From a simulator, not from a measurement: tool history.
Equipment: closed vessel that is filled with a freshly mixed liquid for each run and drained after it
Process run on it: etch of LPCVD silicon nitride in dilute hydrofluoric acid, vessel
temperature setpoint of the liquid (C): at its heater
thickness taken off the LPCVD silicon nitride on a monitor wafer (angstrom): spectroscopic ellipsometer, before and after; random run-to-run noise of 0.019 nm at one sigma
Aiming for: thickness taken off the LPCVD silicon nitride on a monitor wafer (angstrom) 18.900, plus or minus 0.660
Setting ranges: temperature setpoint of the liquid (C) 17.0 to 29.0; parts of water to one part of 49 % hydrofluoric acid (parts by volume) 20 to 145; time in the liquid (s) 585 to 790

run,day,temperature setpoint of the liquid (C),parts of water to one part of 49 % hydrofluoric acid (parts by volume),time in the liquid (s),thickness taken off the LPCVD silicon nitride on a monitor wafer (angstrom)
1,0.000,21.0,80,790,29.356
2,0.262,19.5,85,790,24.837
3,0.550,19.5,100,790,21.069
4,0.762,19.5,100,585,15.477
5,0.971,17.5,100,585,13.575
6,1.296,17.5,75,585,18.221
# day 1.658: hydrofluoric acid flow meter replaced
7,1.658,18.0,75,585,21.154
8,1.958,17.5,75,585,20.028

Which single option among these 4 for the next run brings every result within its allowed miss of target? Just one does.
A,2.258,17.0,85,790,?
B,2.258,17.5,85,615,?
C,2.258,17.0,75,630,?
D,2.258,17.0,90,775,?

move,thickness taken off the LPCVD silicon nitride on a monitor wafer (angstrom)
A,23.276
B,18.765
C,20.957
D,21.603
A: misses by more than the last run did
B: in spec on every target
C: misses by more than the last run did
D: misses by more than the last run did
Correct choice: B, which meets every target

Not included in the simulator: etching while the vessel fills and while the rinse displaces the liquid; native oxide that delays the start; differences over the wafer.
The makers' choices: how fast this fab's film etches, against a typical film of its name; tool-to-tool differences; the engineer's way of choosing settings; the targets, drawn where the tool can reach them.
